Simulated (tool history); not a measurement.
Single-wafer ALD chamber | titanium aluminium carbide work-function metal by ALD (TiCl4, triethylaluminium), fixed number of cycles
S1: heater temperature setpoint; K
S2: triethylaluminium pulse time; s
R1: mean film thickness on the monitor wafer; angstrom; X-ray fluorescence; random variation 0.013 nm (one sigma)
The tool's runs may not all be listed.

run 1 hour=0 | S1=573.15 S2=9.84 | R1=21.569
run 2 hour=3 | S1=575.15 S2=10.11 | R1=21.965
run 3 hour=4.1 | S1=577.15 S2=10.27 | R1=21.997
run 4 hour=6.2 | S1=577.15 S2=8.43 | R1=21.56
run 5 hour=9.5 | S1=577.15 S2=11.12 | R1=22.247
run 6 hour=10.4 | S1=579.15 S2=11.37 | R1=22.813
run 7 hour=17 | S1=580.15 S2=11.45 | R1=22.591
run 8 hour=25.7 | S1=580.15 S2=11.45 | R1=22.674
run 9 hour=27.8 | S1=581.15 S2=11.62 | R1=23.095
run 10 hour=29.6 | S1=582.15 S2=11.68 | R1=22.823
run 11 hour=38.2 | S1=583.15 S2=11.92 | R1=23.178
run 12 hour=42.3 | S1=584.15 S2=12.01 | R1=23.221
run 13 hour=50 | S1=585.15 S2=12.12 | R1=23.581
run 14 hour=50.9 | S1=585.15 S2=12.16 | R1=23.509

The next listed run, before its measurement:
run 15 hour=57.6 | S1=585.15 S2=12.21 | R1=?

R1: 23.625 angstrom

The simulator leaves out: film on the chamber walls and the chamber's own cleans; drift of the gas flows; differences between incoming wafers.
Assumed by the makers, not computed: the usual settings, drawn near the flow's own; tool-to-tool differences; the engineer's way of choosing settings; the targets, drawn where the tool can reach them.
